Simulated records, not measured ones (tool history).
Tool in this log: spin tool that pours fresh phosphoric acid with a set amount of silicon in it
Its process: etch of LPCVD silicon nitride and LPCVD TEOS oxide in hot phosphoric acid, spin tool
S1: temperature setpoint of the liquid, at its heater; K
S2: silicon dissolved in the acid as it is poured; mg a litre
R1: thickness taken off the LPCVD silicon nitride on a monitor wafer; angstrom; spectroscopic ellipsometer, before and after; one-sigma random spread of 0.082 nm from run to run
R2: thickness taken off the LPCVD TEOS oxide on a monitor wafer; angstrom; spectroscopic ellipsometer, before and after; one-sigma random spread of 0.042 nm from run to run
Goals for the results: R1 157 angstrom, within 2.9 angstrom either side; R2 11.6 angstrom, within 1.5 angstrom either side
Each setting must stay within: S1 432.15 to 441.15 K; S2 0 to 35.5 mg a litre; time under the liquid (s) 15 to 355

Run 1, hour 0: S1 437.15 K, S2 15.5 mg a litre, time under the liquid (s) 180. Result: R1 200.25 angstrom, R2 9.4262 angstrom.
Run 2, hour 5: S1 437.15 K, S2 10.5 mg a litre, time under the liquid (s) 165. Result: R1 183.42 angstrom, R2 9.6548 angstrom.
Run 3, hour 12.8: S1 435.65 K, S2 10.5 mg a litre, time under the liquid (s) 165. Result: R1 175.87 angstrom, R2 9.2565 angstrom.
Run 4, hour 19.5: S1 433.65 K, S2 10.5 mg a litre, time under the liquid (s) 165. Result: R1 162.42 angstrom, R2 8.1608 angstrom.
Run 5, hour 24.8: S1 433.65 K, S2 10.5 mg a litre, time under the liquid (s) 135. Result: R1 134.6 angstrom, R2 6.7747 angstrom.
Run 6, hour 27: S1 432.65 K, S2 10.5 mg a litre, time under the liquid (s) 135. Result: R1 130.24 angstrom, R2 6.1583 angstrom.
Run 7, hour 34.3: S1 434.15 K, S2 7 mg a litre, time under the liquid (s) 135. Result: R1 135.58 angstrom, R2 7.1784 angstrom.
Run 8, hour 42.4: S1 435.65 K, S2 4.5 mg a litre, time under the liquid (s) 135. Result: R1 143.09 angstrom, R2 8.8837 angstrom.
Run 9, hour 43.6: S1 436.65 K, S2 3.5 mg a litre, time under the liquid (s) 135. Result: R1 146.28 angstrom, R2 9.2318 angstrom.
Run 10, hour 52.5: S1 437.15 K, S2 2.5 mg a litre, time under the liquid (s) 135. Result: R1 150.03 angstrom, R2 10.372 angstrom.
Run 11, hour 56.3: S1 437.65 K, S2 2 mg a litre, time under the liquid (s) 135. Result: R1 150.43 angstrom, R2 10.041 angstrom.

Exactly one of the 5 candidate moves below puts every result within its allowed miss. Which one?
Run A, hour 60.1: S1 441.15 K, S2 4.5 mg a litre, time under the liquid (s) 125. Result: R1 ?, R2 ?.
Run B, hour 60.1: S1 438.15 K, S2 7.5 mg a litre, time under the liquid (s) 125. Result: R1 ?, R2 ?.
Run C, hour 60.1: S1 437.65 K, S2 16.5 mg a litre, time under the liquid (s) 140. Result: R1 ?, R2 ?.
Run D, hour 60.1: S1 441.15 K, S2 7 mg a litre, time under the liquid (s) 130. Result: R1 ?, R2 ?.
Run E, hour 60.1: S1 440.15 K, S2 5.5 mg a litre, time under the liquid (s) 135. Result: R1 ?, R2 ?.

move      R1      R2
   A  157.74  12.468
   B  143.04  9.4513
   C   157.6  8.2744
   D  164.05  12.325
   E  164.92  12.287
A: in spec on every target
B: the biggest miss grows against the last run
C: gets the furthest-off result to its target, but another result is out of tolerance
D: pushes the last run's worst result past its target
E: pushes the last run's worst result past its target
Move A is the one to make.

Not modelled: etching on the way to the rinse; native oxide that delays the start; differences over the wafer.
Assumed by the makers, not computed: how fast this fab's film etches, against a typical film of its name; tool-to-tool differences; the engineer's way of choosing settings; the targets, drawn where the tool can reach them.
